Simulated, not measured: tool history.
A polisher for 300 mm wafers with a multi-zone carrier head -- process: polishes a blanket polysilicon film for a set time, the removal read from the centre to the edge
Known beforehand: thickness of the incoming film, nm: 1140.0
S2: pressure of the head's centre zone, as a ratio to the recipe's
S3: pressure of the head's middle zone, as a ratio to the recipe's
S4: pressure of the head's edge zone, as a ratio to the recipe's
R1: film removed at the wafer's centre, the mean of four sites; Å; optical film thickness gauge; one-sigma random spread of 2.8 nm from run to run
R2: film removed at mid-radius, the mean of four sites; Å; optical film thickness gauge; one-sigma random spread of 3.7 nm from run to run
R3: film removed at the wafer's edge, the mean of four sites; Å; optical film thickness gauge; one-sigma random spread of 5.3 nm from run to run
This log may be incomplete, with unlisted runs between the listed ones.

{"run": 1, "hour": 0.0, "flow of slurry (ml/min)": 310, "S2": 1.0, "S3": 1.0, "S4": 1.0, "polishing time (s)": 41, "R1": 4653.6, "R2": 4646.1, "R3": 4747.7}
{"run": 2, "hour": 6.5, "flow of slurry (ml/min)": 350, "S2": 1.0, "S3": 1.0, "S4": 1.0, "polishing time (s)": 41, "R1": 4659.1, "R2": 4678.1, "R3": 4652.6}
{"run": 3, "hour": 13.2, "flow of slurry (ml/min)": 350, "S2": 1.0, "S3": 1.0, "S4": 1.0, "polishing time (s)": 35, "R1": 4010.7, "R2": 3971.0, "R3": 3992.2}
{"run": 4, "hour": 19.0, "flow of slurry (ml/min)": 350, "S2": 1.07, "S3": 1.0, "S4": 1.0, "polishing time (s)": 35, "R1": 4204.5, "R2": 3948.5, "R3": 3982.0}
{"run": 5, "hour": 21.9, "flow of slurry (ml/min)": 360, "S2": 1.08, "S3": 1.01, "S4": 0.98, "polishing time (s)": 35, "R1": 4223.7, "R2": 4017.3, "R3": 4111.8}
{"run": 6, "hour": 28.8, "flow of slurry (ml/min)": 360, "S2": 1.08, "S3": 1.01, "S4": 0.98, "polishing time (s)": 40, "R1": 4896.3, "R2": 4559.4, "R3": 4567.5}
{"run": 7, "hour": 34.5, "flow of slurry (ml/min)": 380, "S2": 1.09, "S3": 1.03, "S4": 0.95, "polishing time (s)": 39, "R1": 4770.3, "R2": 4495.9, "R3": 4309.3}
{"run": 8, "hour": 42.0, "flow of slurry (ml/min)": 390, "S2": 1.09, "S3": 1.03, "S4": 0.93, "polishing time (s)": 38, "R1": 4660.3, "R2": 4439.6, "R3": 4194.5}
{"run": 9, "hour": 47.2, "flow of slurry (ml/min)": 400, "S2": 1.09, "S3": 1.03, "S4": 0.91, "polishing time (s)": 37, "R1": 4526.7, "R2": 4323.9, "R3": 4076.2}
{"run": 10, "hour": 50.8, "flow of slurry (ml/min)": 410, "S2": 1.1, "S3": 1.04, "S4": 0.89, "polishing time (s)": 36, "R1": 4469.9, "R2": 4204.0, "R3": 3966.3}
{"run": 11, "hour": 53.9, "flow of slurry (ml/min)": 415, "S2": 1.11, "S3": 1.05, "S4": 0.88, "polishing time (s)": 35, "R1": 4439.1, "R2": 4203.5, "R3": 3741.2}

Expected results for the next run?
{"run": 12, "hour": 62.7, "flow of slurry (ml/min)": 415, "S2": 1.11, "S3": 1.05, "S4": 0.87, "polishing time (s)": 35, "R1": "?", "R2": "?", "R3": "?"}

R1: 4371.7 Å
R2: 4215.1 Å
R3: 3769.8 Å
